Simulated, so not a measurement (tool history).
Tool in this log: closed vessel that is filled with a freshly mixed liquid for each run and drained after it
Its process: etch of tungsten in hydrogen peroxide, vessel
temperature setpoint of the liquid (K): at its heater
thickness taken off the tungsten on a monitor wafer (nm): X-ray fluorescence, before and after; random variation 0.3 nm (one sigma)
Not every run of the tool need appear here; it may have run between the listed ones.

run	day	temperature setpoint of the liquid (K)	concentration of hydrogen peroxide in the mixed liquid (% by weight)	time in the liquid (s)	thickness taken off the tungsten on a monitor wafer (nm)
1	0.000	327.15	16.5	100	109.700
2	0.283	325.15	16.5	100	97.344
3	0.525	325.15	14.0	100	89.746
4	0.617	325.15	12.0	100	82.957
5	0.746	324.65	12.0	100	80.170
6	0.817	318.15	12.0	100	53.464

What will run 7 give?
7	1.183	319.65	12.0	100	?

{"run 7": {"thickness taken off the tungsten on a monitor wafer (nm)": 58.911}}

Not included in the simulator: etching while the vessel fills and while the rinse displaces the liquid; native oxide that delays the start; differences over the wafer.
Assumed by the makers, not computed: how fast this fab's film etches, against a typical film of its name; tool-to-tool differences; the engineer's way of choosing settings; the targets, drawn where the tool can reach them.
